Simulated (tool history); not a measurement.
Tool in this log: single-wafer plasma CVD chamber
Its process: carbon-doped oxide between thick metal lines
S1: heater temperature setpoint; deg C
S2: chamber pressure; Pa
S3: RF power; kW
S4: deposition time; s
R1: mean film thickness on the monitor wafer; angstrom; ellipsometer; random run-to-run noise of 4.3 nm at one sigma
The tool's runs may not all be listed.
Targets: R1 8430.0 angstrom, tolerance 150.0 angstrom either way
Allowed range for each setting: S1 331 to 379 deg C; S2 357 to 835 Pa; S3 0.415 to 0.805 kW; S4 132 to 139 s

run  hour   S1   S2     S3   S4      R1
  1   0.0  355  596  0.610  139  7315.7
  2   3.3  364  596  0.610  139  7227.2
  3   7.0  363  644  0.640  139  7490.3
  4  14.0  373  644  0.640  139  7401.9
  5  15.8  373  644  0.640  139  7377.1
  6  19.7  373  607  0.640  139  7311.2
  7  22.3  371  660  0.665  139  7674.4
  8  30.9  369  704  0.675  139  7821.7
  9  39.1  368  736  0.685  139  7980.8
 10  47.0  367  760  0.690  139  8070.1
 11  55.5  366  779  0.695  139  8168.5
 12  61.2  365  792  0.700  139  8220.0

Consider the 4 candidate settings below. Which is the only one whose results all fall within their allowed miss of target?
  A  66.9  368  835  0.670  139   ?
  B  66.9  355  745  0.705  134   ?
  C  66.9  370  816  0.725  139   ?
  D  66.9  367  835  0.785  135   ?

move      R1
   A  8066.2
   B  8187.2
   C  8489.4
   D  8794.9
A: the biggest miss grows against the last run
B: the biggest miss grows against the last run
C: every result within its allowed miss
D: carries the result that was furthest off beyond its target, to the other side
Go with C: it meets all targets.
